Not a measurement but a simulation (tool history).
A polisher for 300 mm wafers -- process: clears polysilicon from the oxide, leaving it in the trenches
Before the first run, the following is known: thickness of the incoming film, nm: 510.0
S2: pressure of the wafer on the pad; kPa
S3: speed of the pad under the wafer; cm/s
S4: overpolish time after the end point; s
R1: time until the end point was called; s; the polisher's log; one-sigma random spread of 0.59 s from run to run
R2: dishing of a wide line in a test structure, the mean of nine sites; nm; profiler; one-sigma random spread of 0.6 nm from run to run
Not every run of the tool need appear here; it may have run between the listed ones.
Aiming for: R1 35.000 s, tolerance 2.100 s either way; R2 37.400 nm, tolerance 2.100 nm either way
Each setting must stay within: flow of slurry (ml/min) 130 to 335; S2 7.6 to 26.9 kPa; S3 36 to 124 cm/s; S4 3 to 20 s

{"run": 1, "hour": 0.0, "flow of slurry (ml/min)": 215, "S2": 17.2, "S3": 80, "S4": 10, "R1": 53.094, "R2": 35.456}
{"run": 2, "hour": 8.5, "flow of slurry (ml/min)": 215, "S2": 17.2, "S3": 80, "S4": 12, "R1": 52.526, "R2": 36.486}
{"run": 3, "hour": 11.8, "flow of slurry (ml/min)": 215, "S2": 17.9, "S3": 80, "S4": 12, "R1": 52.728, "R2": 36.008}
{"run": 4, "hour": 15.7, "flow of slurry (ml/min)": 215, "S2": 18.6, "S3": 80, "S4": 12, "R1": 50.423, "R2": 36.836}
{"run": 5, "hour": 23.1, "flow of slurry (ml/min)": 215, "S2": 19.3, "S3": 80, "S4": 12, "R1": 47.493, "R2": 37.612}
{"run": 6, "hour": 24.7, "flow of slurry (ml/min)": 215, "S2": 19.3, "S3": 80, "S4": 14, "R1": 49.964, "R2": 38.929}
{"run": 7, "hour": 26.9, "flow of slurry (ml/min)": 215, "S2": 20.0, "S3": 80, "S4": 13, "R1": 47.226, "R2": 38.329}
{"run": 8, "hour": 31.4, "flow of slurry (ml/min)": 215, "S2": 20.7, "S3": 80, "S4": 13, "R1": 47.804, "R2": 36.371}
{"run": 9, "hour": 37.3, "flow of slurry (ml/min)": 215, "S2": 21.4, "S3": 82, "S4": 13, "R1": 44.747, "R2": 37.958}
{"run": 10, "hour": 42.5, "flow of slurry (ml/min)": 215, "S2": 22.1, "S3": 82, "S4": 13, "R1": 43.321, "R2": 36.996}
{"run": 11, "hour": 47.9, "flow of slurry (ml/min)": 215, "S2": 22.8, "S3": 82, "S4": 13, "R1": 41.839, "R2": 37.306}
{"run": 12, "hour": 50.1, "flow of slurry (ml/min)": 215, "S2": 23.4, "S3": 82, "S4": 13, "R1": 42.731, "R2": 36.873}
{"run": 13, "hour": 51.2, "flow of slurry (ml/min)": 215, "S2": 24.8, "S3": 88, "S4": 13, "R1": 39.11, "R2": 37.806}
{"run": 14, "hour": 59.9, "flow of slurry (ml/min)": 215, "S2": 24.8, "S3": 88, "S4": 13, "R1": 36.521, "R2": 38.242}

Next run, 4 choices. One meets every target within its allowed miss, the rest don't. Which?
{"run": "A", "hour": 68.6, "flow of slurry (ml/min)": 260, "S2": 24.1, "S3": 94, "S4": 10, "R1": "?", "R2": "?"}
{"run": "B", "hour": 68.6, "flow of slurry (ml/min)": 215, "S2": 20.0, "S3": 98, "S4": 13, "R1": "?", "R2": "?"}
{"run": "C", "hour": 68.6, "flow of slurry (ml/min)": 220, "S2": 26.2, "S3": 78, "S4": 9, "R1": "?", "R2": "?"}
{"run": "D", "hour": 68.6, "flow of slurry (ml/min)": 225, "S2": 22.8, "S3": 88, "S4": 17, "R1": "?", "R2": "?"}

move=A R1=35.147 R2=37.213
move=B R1=39.332 R2=37.611
move=C R1=40.517 R2=36.089
move=D R1=39.740 R2=37.954
A: every result lands within tolerance
B: the biggest miss grows against the last run
C: the biggest miss grows against the last run
D: the biggest miss grows against the last run
So the answer is move A, the one that meets all the targets.

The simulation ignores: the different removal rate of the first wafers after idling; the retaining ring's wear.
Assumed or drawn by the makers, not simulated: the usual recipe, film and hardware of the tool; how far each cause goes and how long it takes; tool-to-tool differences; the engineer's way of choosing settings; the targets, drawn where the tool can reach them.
